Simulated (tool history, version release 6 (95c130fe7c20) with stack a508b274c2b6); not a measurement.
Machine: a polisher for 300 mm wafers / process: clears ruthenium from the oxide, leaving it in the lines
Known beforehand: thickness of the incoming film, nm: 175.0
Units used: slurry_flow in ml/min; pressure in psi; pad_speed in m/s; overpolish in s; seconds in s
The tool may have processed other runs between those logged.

{"run": 1, "day": 0.0, "slurry_flow": 180, "pressure": 2.7, "pad_speed": 1.06, "overpolish": 6, "seconds": 108.8}
{"run": 2, "day": 0.162, "slurry_flow": 180, "pressure": 3.3, "pad_speed": 1.06, "overpolish": 6, "seconds": 87.873}
{"run": 3, "day": 0.479, "slurry_flow": 180, "pressure": 3.3, "pad_speed": 1.06, "overpolish": 6, "seconds": 88.234}
{"run": 4, "day": 0.846, "slurry_flow": 155, "pressure": 3.3, "pad_speed": 1.06, "overpolish": 6, "seconds": 90.681}
{"run": 5, "day": 0.938, "slurry_flow": 155, "pressure": 3.3, "pad_speed": 1.06, "overpolish": 6, "seconds": 90.524}
{"run": 6, "day": 1.121, "slurry_flow": 155, "pressure": 3.2, "pad_speed": 1.06, "overpolish": 6, "seconds": 92.444}
{"run": 7, "day": 1.275, "slurry_flow": 155, "pressure": 3.1, "pad_speed": 1.06, "overpolish": 6, "seconds": 94.022}
{"run": 8, "day": 1.562, "slurry_flow": 155, "pressure": 3, "pad_speed": 1.06, "overpolish": 6, "seconds": 98.97}
{"run": 9, "day": 1.85, "slurry_flow": 155, "pressure": 2.9, "pad_speed": 1.06, "overpolish": 6, "seconds": 103.86}
{"run": 10, "day": 1.912, "slurry_flow": 155, "pressure": 2.8, "pad_speed": 1.06, "overpolish": 6, "seconds": 106.73}
{"run": 11, "day": 2.229, "slurry_flow": 155, "pressure": 2.7, "pad_speed": 1.06, "overpolish": 6, "seconds": 110.16}
{"run": 12, "day": 2.429, "slurry_flow": 155, "pressure": 2.5, "pad_speed": 1.06, "overpolish": 6, "seconds": 119.97}

Predict the results of run 13:
{"run": 13, "day": 2.642, "slurry_flow": 155, "pressure": 2.4, "pad_speed": 1.06, "overpolish": 6, "seconds": "?"}

Run 13 measured seconds 122.76 s.
